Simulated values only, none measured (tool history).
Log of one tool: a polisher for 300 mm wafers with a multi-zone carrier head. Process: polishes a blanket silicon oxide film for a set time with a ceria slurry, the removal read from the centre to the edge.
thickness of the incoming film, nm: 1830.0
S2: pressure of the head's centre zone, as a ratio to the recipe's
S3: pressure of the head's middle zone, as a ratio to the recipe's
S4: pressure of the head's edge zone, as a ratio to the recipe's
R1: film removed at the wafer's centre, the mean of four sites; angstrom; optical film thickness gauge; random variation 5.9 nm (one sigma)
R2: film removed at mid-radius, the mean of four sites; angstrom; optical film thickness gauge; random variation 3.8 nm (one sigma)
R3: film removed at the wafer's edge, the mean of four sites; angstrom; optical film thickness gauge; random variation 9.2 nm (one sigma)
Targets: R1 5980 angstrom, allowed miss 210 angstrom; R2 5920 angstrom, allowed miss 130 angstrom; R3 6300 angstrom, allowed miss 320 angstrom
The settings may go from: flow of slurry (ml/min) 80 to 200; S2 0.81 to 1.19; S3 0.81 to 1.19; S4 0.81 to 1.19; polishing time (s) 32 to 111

run 1 hour=0 | flow_of_slurry_(ml/min)=130 S2=1 S3=1 S4=1 polishing_time_(s)=71 | R1=4518.6 R2=4531.6 R3=4385.4
run 2 hour=7.9 | flow_of_slurry_(ml/min)=130 S2=1 S3=0.92 S4=1 polishing_time_(s)=71 | R1=4467.2 R2=4247.8 R3=4393
run 3 hour=15.4 | flow_of_slurry_(ml/min)=140 S2=1 S3=0.94 S4=1.06 polishing_time_(s)=76 | R1=4920.9 R2=4672.7 R3=5052.5
run 4 hour=18.2 | flow_of_slurry_(ml/min)=140 S2=1 S3=0.94 S4=1.13 polishing_time_(s)=76 | R1=4973.8 R2=4650.1 R3=5050.7
run 5 hour=22.2 | flow_of_slurry_(ml/min)=120 S2=1 S3=0.94 S4=1.13 polishing_time_(s)=76 | R1=4714.1 R2=4530.9 R3=4958.3
run 6 hour=25.1 | flow_of_slurry_(ml/min)=120 S2=1 S3=0.89 S4=1.13 polishing_time_(s)=76 | R1=4742.2 R2=4323.8 R3=4842.4
run 7 hour=29.7 | flow_of_slurry_(ml/min)=140 S2=1 S3=0.95 S4=1.15 polishing_time_(s)=78 | R1=5029.9 R2=4904.6 R3=5237.6
run 8 hour=34.9 | flow_of_slurry_(ml/min)=155 S2=1 S3=0.95 S4=1.16 polishing_time_(s)=81 | R1=5370.4 R2=5166 R3=5564.7
run 9 hour=41 | flow_of_slurry_(ml/min)=165 S2=1 S3=0.96 S4=1.17 polishing_time_(s)=83 | R1=5596.4 R2=5445.4 R3=5637.7
run 10 hour=47.9 | flow_of_slurry_(ml/min)=160 S2=0.99 S3=0.96 S4=1.18 polishing_time_(s)=86 | R1=5691.9 R2=5551 R3=6073.4
run 11 hour=50.1 | flow_of_slurry_(ml/min)=170 S2=0.99 S3=0.97 S4=1.18 polishing_time_(s)=86 | R1=5795.8 R2=5672.9 R3=5948.1
run 12 hour=51.1 | flow_of_slurry_(ml/min)=170 S2=0.99 S3=0.97 S4=1.18 polishing_time_(s)=87 | R1=5853.3 R2=5731.6 R3=6002.5

5 next moves are on the table. One of them brings every result within its allowed miss. Which?
run A hour=52.1 | flow_of_slurry_(ml/min)=150 S2=0.81 S3=0.91 S4=1.18 polishing_time_(s)=101 | R1=? R2=? R3=?
run B hour=52.1 | flow_of_slurry_(ml/min)=180 S2=1 S3=0.99 S4=1.19 polishing_time_(s)=88 | R1=? R2=? R3=?
run C hour=52.1 | flow_of_slurry_(ml/min)=200 S2=1.13 S3=1.16 S4=1.15 polishing_time_(s)=75 | R1=? R2=? R3=?
run D hour=52.1 | flow_of_slurry_(ml/min)=175 S2=0.98 S3=1.03 S4=1.17 polishing_time_(s)=89 | R1=? R2=? R3=?
run E hour=52.1 | flow_of_slurry_(ml/min)=200 S2=0.95 S3=0.89 S4=1.13 polishing_time_(s)=90 | R1=? R2=? R3=?

move=A R1=5381 R2=6175.8 R3=7144.4
move=B R1=5948.8 R2=5963.4 R3=6399.1
move=C R1=5812.4 R2=5911.5 R3=5411.1
move=D R1=5872 R2=6208 R3=6389
move=E R1=5896.5 R2=5674.5 R3=6458.3
A: takes the result that was furthest off past its target
B: meets every target
C: brings the result that was furthest off to its target, and leaves another outside
D: takes the result that was furthest off past its target
E: further off than the last run
Answer: B
